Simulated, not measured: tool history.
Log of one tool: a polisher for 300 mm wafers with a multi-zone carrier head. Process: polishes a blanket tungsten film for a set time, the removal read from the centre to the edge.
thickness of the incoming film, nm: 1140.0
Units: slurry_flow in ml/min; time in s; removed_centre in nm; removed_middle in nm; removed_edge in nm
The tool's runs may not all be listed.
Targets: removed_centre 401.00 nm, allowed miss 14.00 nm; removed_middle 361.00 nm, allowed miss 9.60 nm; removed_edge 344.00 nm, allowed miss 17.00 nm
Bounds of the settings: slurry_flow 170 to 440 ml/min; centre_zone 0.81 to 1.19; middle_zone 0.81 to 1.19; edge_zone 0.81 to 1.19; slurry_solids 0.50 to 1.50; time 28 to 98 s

{"run": 1, "hour": 0.0, "slurry_flow": 280, "centre_zone": 1.0, "middle_zone": 1.0, "edge_zone": 1.0, "slurry_solids": 1.0, "time": 63, "removed_centre": 438.92, "removed_middle": 439.48, "removed_edge": 439.94}
{"run": 2, "hour": 3.9, "slurry_flow": 280, "centre_zone": 1.01, "middle_zone": 0.99, "edge_zone": 0.97, "slurry_solids": 0.9, "time": 62, "removed_centre": 420.53, "removed_middle": 413.03, "removed_edge": 419.26}
{"run": 3, "hour": 7.7, "slurry_flow": 335, "centre_zone": 1.01, "middle_zone": 0.99, "edge_zone": 0.97, "slurry_solids": 0.9, "time": 62, "removed_centre": 430.45, "removed_middle": 420.74, "removed_edge": 422.01}
{"run": 4, "hour": 13.8, "slurry_flow": 295, "centre_zone": 1.01, "middle_zone": 0.99, "edge_zone": 0.97, "slurry_solids": 0.9, "time": 62, "removed_centre": 409.51, "removed_middle": 415.14, "removed_edge": 416.68}
{"run": 5, "hour": 22.5, "slurry_flow": 365, "centre_zone": 1.01, "middle_zone": 0.99, "edge_zone": 0.97, "slurry_solids": 0.9, "time": 62, "removed_centre": 437.52, "removed_middle": 426.09, "removed_edge": 431.93}
{"run": 6, "hour": 31.4, "slurry_flow": 365, "centre_zone": 1.06, "middle_zone": 0.99, "edge_zone": 0.97, "slurry_solids": 0.9, "time": 62, "removed_centre": 452.72, "removed_middle": 420.46, "removed_edge": 429.19}
{"run": 7, "hour": 39.5, "slurry_flow": 355, "centre_zone": 1.08, "middle_zone": 0.99, "edge_zone": 0.94, "slurry_solids": 0.85, "time": 62, "removed_centre": 447.53, "removed_middle": 418.81, "removed_edge": 408.7}
{"run": 8, "hour": 44.2, "slurry_flow": 345, "centre_zone": 1.08, "middle_zone": 0.97, "edge_zone": 0.91, "slurry_solids": 0.8, "time": 62, "removed_centre": 438.69, "removed_middle": 401.56, "removed_edge": 391.3}
{"run": 9, "hour": 46.0, "slurry_flow": 335, "centre_zone": 1.08, "middle_zone": 0.96, "edge_zone": 0.89, "slurry_solids": 0.8, "time": 62, "removed_centre": 441.06, "removed_middle": 394.51, "removed_edge": 396.43}
{"run": 10, "hour": 54.8, "slurry_flow": 325, "centre_zone": 1.08, "middle_zone": 0.96, "edge_zone": 0.88, "slurry_solids": 0.75, "time": 62, "removed_centre": 425.82, "removed_middle": 387.58, "removed_edge": 386.85}
{"run": 11, "hour": 56.6, "slurry_flow": 320, "centre_zone": 1.09, "middle_zone": 0.96, "edge_zone": 0.87, "slurry_solids": 0.7, "time": 62, "removed_centre": 423.17, "removed_middle": 377.36, "removed_edge": 373.43}
{"run": 12, "hour": 62.8, "slurry_flow": 310, "centre_zone": 1.09, "middle_zone": 0.96, "edge_zone": 0.86, "slurry_solids": 0.7, "time": 62, "removed_centre": 417.54, "removed_middle": 376.33, "removed_edge": 372.1}
{"run": 13, "hour": 68.7, "slurry_flow": 305, "centre_zone": 1.1, "middle_zone": 0.96, "edge_zone": 0.85, "slurry_solids": 0.7, "time": 62, "removed_centre": 422.57, "removed_middle": 375.5, "removed_edge": 372.13}

Which of these 5 next moves meets every target?
{"run": "A", "hour": 74.6, "slurry_flow": 320, "centre_zone": 1.13, "middle_zone": 1.03, "edge_zone": 0.81, "slurry_solids": 0.55, "time": 57, "removed_centre": "?", "removed_middle": "?", "removed_edge": "?"}
{"run": "B", "hour": 74.6, "slurry_flow": 225, "centre_zone": 0.94, "middle_zone": 0.82, "edge_zone": 0.96, "slurry_solids": 0.7, "time": 69, "removed_centre": "?", "removed_middle": "?", "removed_edge": "?"}
{"run": "C", "hour": 74.6, "slurry_flow": 355, "centre_zone": 1.13, "middle_zone": 0.99, "edge_zone": 0.82, "slurry_solids": 0.5, "time": 59, "removed_centre": "?", "removed_middle": "?", "removed_edge": "?"}
{"run": "D", "hour": 74.6, "slurry_flow": 370, "centre_zone": 1.09, "middle_zone": 0.95, "edge_zone": 0.81, "slurry_solids": 0.8, "time": 56, "removed_centre": "?", "removed_middle": "?", "removed_edge": "?"}
{"run": "E", "hour": 74.6, "slurry_flow": 325, "centre_zone": 0.99, "middle_zone": 0.92, "edge_zone": 0.89, "slurry_solids": 0.55, "time": 71, "removed_centre": "?", "removed_middle": "?", "removed_edge": "?"}

move=A removed_centre=368.94 removed_middle=345.71 removed_edge=305.69
move=B removed_centre=387.18 removed_middle=359.33 removed_edge=420.20
move=C removed_centre=373.21 removed_middle=337.94 removed_edge=310.13
move=D removed_centre=400.79 removed_middle=362.74 removed_edge=342.62
move=E removed_centre=406.05 removed_middle=392.43 removed_edge=398.16
A: takes the result that was furthest off past its target
B: further off than the last run
C: takes the result that was furthest off past its target
D: meets every target
E: further off than the last run
Answer: D

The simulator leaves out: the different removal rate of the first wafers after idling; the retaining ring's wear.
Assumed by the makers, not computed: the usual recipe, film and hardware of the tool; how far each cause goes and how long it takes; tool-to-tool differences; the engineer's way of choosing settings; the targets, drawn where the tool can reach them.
